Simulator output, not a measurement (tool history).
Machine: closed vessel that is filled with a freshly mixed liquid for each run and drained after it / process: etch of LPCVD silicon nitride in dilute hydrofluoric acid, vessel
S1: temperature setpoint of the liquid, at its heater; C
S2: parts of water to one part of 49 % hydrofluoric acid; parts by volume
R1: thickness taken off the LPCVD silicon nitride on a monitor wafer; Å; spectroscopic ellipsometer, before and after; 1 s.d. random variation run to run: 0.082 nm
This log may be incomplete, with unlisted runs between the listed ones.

run 1 day=0 | S1=21 S2=275 time_in_the_liquid_(s)=2570 | R1=36.548
run 2 day=0.242 | S1=21 S2=275 time_in_the_liquid_(s)=2775 | R1=40.368
run 3 day=0.562 | S1=23 S2=270 time_in_the_liquid_(s)=2775 | R1=46.072
run 4 day=0.938 | S1=23 S2=270 time_in_the_liquid_(s)=2570 | R1=42.926
run 5 day=1 | S1=20.5 S2=270 time_in_the_liquid_(s)=2570 | R1=35.701
run 6 day=1.308 | S1=22.5 S2=265 time_in_the_liquid_(s)=2570 | R1=42.127
run 7 day=1.55 | S1=24 S2=265 time_in_the_liquid_(s)=2570 | R1=45.877

Run 8 has not been measured yet. What should we expect?
run 8 day=1.729 | S1=25 S2=260 time_in_the_liquid_(s)=2570 | R1=?

{"run 8": {"R1": 50.427}}
